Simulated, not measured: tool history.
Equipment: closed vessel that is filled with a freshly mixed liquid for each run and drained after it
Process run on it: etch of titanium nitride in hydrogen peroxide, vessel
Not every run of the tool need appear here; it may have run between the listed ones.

run	day	temperature setpoint of the liquid (K)	concentration of hydrogen peroxide in the mixed liquid (% by weight)	time in the liquid (s)	thickness taken off the titanium nitride on a monitor wafer (angstrom)
1	0	326.15	22	865	1071.6
2	0.171	326.15	24.5	865	1086.4
3	0.233	327.65	24.5	865	1196.2
4	0.496	328.65	24.5	865	1285.5
5	0.696	329.65	24.5	865	1392.2
6	0.942	330.65	24.5	865	1474.8
7	1.112	331.65	24.5	865	1591.8

Run 8, settings as shown, results not yet in. Your forecast:
8	1.433	332.15	24.5	865	?

{"run 8": {"thickness taken off the titanium nitride on a monitor wafer (angstrom)": 1633.4}}
